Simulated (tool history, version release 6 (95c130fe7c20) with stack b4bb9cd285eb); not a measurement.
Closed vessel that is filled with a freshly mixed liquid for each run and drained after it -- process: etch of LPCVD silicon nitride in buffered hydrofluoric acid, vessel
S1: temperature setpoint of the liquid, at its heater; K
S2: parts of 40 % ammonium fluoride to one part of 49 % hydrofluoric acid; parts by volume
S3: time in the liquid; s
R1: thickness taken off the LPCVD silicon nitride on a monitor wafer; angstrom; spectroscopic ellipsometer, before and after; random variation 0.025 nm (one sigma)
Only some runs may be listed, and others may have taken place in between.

run,hour,S1,S2,S3,R1
1,0.0,297.15,19.5,800,59.497
2,8.0,297.65,19.5,800,60.960
3,17.5,297.65,19.5,590,44.941
4,19.1,298.65,18.5,590,49.280
5,20.9,297.15,18.5,590,45.651
6,28.2,298.65,18.5,590,49.407

For run 7, what comes out?
7,33.6,302.65,18.0,590,?

R1: 62.442 angstrom
